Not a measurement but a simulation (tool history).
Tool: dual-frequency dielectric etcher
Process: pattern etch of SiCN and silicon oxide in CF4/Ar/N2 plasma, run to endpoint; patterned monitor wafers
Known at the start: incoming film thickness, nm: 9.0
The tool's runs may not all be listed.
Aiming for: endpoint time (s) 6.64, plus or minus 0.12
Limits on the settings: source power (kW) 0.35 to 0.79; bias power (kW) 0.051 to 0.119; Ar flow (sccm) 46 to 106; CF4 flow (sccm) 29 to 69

Run 1, hour 0: source power (kW) 0.57, bias power (kW) 0.085, Ar flow (sccm) 76, CF4 flow (sccm) 49. Result: endpoint time (s) 8.2269.
Run 2, hour 1.7: source power (kW) 0.61, bias power (kW) 0.085, Ar flow (sccm) 76, CF4 flow (sccm) 49. Result: endpoint time (s) 7.7298.
Run 3, hour 10.7: source power (kW) 0.63, bias power (kW) 0.085, Ar flow (sccm) 76, CF4 flow (sccm) 49. Result: endpoint time (s) 7.5955.
Run 4, hour 13.7: source power (kW) 0.63, bias power (kW) 0.075, Ar flow (sccm) 76, CF4 flow (sccm) 49. Result: endpoint time (s) 7.8738.
Run 5, hour 22.1: source power (kW) 0.65, bias power (kW) 0.075, Ar flow (sccm) 76, CF4 flow (sccm) 49. Result: endpoint time (s) 7.7386.
Run 6, hour 29.3: source power (kW) 0.6, bias power (kW) 0.075, Ar flow (sccm) 76, CF4 flow (sccm) 49. Result: endpoint time (s) 8.1478.
Run 7, hour 36.5: source power (kW) 0.63, bias power (kW) 0.075, Ar flow (sccm) 76, CF4 flow (sccm) 49. Result: endpoint time (s) 7.949.
Run 8, hour 38.8: source power (kW) 0.65, bias power (kW) 0.075, Ar flow (sccm) 76, CF4 flow (sccm) 49. Result: endpoint time (s) 7.7201.
Run 9, hour 46.3: source power (kW) 0.67, bias power (kW) 0.075, Ar flow (sccm) 76, CF4 flow (sccm) 49. Result: endpoint time (s) 7.5557.
Run 10, hour 50.9: source power (kW) 0.69, bias power (kW) 0.075, Ar flow (sccm) 76, CF4 flow (sccm) 49. Result: endpoint time (s) 7.3704.
Run 11, hour 52.2: source power (kW) 0.71, bias power (kW) 0.075, Ar flow (sccm) 76, CF4 flow (sccm) 49. Result: endpoint time (s) 7.2063.

Consider the 5 candidate settings below. Which is the only one whose results all fall within their allowed miss of target?
Run A, hour 53.5: source power (kW) 0.71, bias power (kW) 0.086, Ar flow (sccm) 70, CF4 flow (sccm) 43. Result: endpoint time (s) ?.
Run B, hour 53.5: source power (kW) 0.7, bias power (kW) 0.09, Ar flow (sccm) 82, CF4 flow (sccm) 69. Result: endpoint time (s) ?.
Run C, hour 53.5: source power (kW) 0.76, bias power (kW) 0.072, Ar flow (sccm) 80, CF4 flow (sccm) 50. Result: endpoint time (s) ?.
Run D, hour 53.5: source power (kW) 0.63, bias power (kW) 0.088, Ar flow (sccm) 76, CF4 flow (sccm) 49. Result: endpoint time (s) ?.
Run E, hour 53.5: source power (kW) 0.65, bias power (kW) 0.07, Ar flow (sccm) 83, CF4 flow (sccm) 46. Result: endpoint time (s) ?.

move  endpoint time (s)
   A             7.0862
   B             6.7444
   C             7.0825
   D             7.6371
   E             8.2011
A: nearer than the last run, and not there yet
B: meets every target
C: nearer than the last run, and not there yet
D: moves away from the targets compared with the last run
E: moves away from the targets compared with the last run
Move B is the one to make.
